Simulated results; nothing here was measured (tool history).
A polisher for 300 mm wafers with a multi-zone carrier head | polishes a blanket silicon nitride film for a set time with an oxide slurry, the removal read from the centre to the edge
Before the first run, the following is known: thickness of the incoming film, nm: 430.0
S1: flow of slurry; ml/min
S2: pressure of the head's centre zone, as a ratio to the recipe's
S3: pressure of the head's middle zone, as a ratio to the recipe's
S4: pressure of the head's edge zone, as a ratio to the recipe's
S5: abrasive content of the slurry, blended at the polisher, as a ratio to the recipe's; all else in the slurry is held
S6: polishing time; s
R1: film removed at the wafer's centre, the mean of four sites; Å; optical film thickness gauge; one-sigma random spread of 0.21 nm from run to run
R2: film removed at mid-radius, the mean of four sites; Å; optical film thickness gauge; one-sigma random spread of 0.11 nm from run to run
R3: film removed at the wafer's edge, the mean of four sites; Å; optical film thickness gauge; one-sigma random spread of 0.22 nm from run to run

{"run": 1, "hour": 0.0, "S1": 270, "S2": 1, "S3": 1, "S4": 1, "S5": 1, "S6": 32, "R1": 195.15, "R2": 190.91, "R3": 186.22}
{"run": 2, "hour": 5.9, "S1": 270, "S2": 1.07, "S3": 1, "S4": 1, "S5": 1, "S6": 32, "R1": 201.96, "R2": 192.74, "R3": 193.92}
{"run": 3, "hour": 14.8, "S1": 270, "S2": 1.15, "S3": 1, "S4": 1, "S5": 1, "S6": 32, "R1": 218.71, "R2": 191.09, "R3": 193.42}
{"run": 4, "hour": 19.8, "S1": 270, "S2": 1.15, "S3": 1.07, "S4": 1, "S5": 1, "S6": 32, "R1": 215.06, "R2": 201.55, "R3": 193.82}
{"run": 5, "hour": 23.6, "S1": 270, "S2": 1.15, "S3": 1.02, "S4": 1, "S5": 1, "S6": 32, "R1": 216.35, "R2": 195.9, "R3": 189.5}
{"run": 6, "hour": 31.4, "S1": 270, "S2": 1.15, "S3": 1.02, "S4": 1, "S5": 1, "S6": 24, "R1": 159.37, "R2": 145.84, "R3": 140.42}
{"run": 7, "hour": 38.2, "S1": 285, "S2": 1.16, "S3": 1.02, "S4": 1.05, "S5": 1.1, "S6": 24, "R1": 167.11, "R2": 154.84, "R3": 152.21}
{"run": 8, "hour": 41.4, "S1": 295, "S2": 1.17, "S3": 1, "S4": 1.07, "S5": 1.15, "S6": 24, "R1": 178.89, "R2": 154.16, "R3": 156.79}
{"run": 9, "hour": 46.1, "S1": 300, "S2": 1.17, "S3": 1.01, "S4": 1.1, "S5": 1.2, "S6": 24, "R1": 181.6, "R2": 159.35, "R3": 162.9}

Run 10, settings as shown, results not yet in. Your forecast:
{"run": 10, "hour": 54.1, "S1": 310, "S2": 1.17, "S3": 1.02, "S4": 1.12, "S5": 1.2, "S6": 24, "R1": "?", "R2": "?", "R3": "?"}

For run 10 the tool returned R1 179.71 Å, R2 162.88 Å, R3 169.4 Å.
